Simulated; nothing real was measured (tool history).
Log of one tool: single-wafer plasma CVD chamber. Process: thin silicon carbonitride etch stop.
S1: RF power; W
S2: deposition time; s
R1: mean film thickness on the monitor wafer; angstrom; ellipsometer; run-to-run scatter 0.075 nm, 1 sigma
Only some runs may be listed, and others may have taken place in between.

run	day	S1	S2	R1
1	0	265	27.6	173.75
2	0.262	265	24.7	155.78
3	0.425	270	25.6	162.15
4	0.488	275	26.4	168.13
5	0.621	240	26.4	161.59
6	0.733	220	26.4	157.94
7	0.875	230	27.2	164.71
8	0.988	230	27.2	164.64
# day 1.146: RF generator calibrated
9	1.146	240	27.9	172.81
10	1.358	250	28.3	177.23

For run 11, what comes out?
11	1.492	255	28.6	?

{"run 11": {"R1": 179.42}}

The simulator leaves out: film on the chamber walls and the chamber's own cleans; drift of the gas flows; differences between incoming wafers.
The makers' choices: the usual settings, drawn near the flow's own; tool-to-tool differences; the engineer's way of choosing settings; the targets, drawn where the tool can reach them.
